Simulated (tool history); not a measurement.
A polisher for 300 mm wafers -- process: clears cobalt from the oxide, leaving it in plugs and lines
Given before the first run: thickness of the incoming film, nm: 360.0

run,hour,flow of slurry (ml/min),pressure of the wafer on the pad (kPa),speed of the pad under the wafer (cm/s),overpolish time after the end point (s),time until the end point was called (s),dishing of a wide line in a test structure (angstrom)
1,0.0,185,15.9,98,9,74.913,312.93
2,7.6,230,15.9,98,9,75.083,316.06
3,11.0,210,15.9,98,9,75.201,315.85
4,19.2,210,17.2,98,9,68.879,322.58
5,21.1,210,17.9,100,10,68.616,364.65
6,27.2,210,20.7,100,10,62.472,376.38
7,33.0,210,21.4,102,10,60.666,385.76
8,38.7,210,22.1,104,10,56.287,404.23
9,47.6,210,22.8,106,10,56.346,407.11

Run 10 is up next; what results do you expect?
10,48.4,210,22.8,108,10,?,?

{"run 10": {"time until the end point was called (s)": 53.495, "dishing of a wide line in a test structure (angstrom)": 404.08}}

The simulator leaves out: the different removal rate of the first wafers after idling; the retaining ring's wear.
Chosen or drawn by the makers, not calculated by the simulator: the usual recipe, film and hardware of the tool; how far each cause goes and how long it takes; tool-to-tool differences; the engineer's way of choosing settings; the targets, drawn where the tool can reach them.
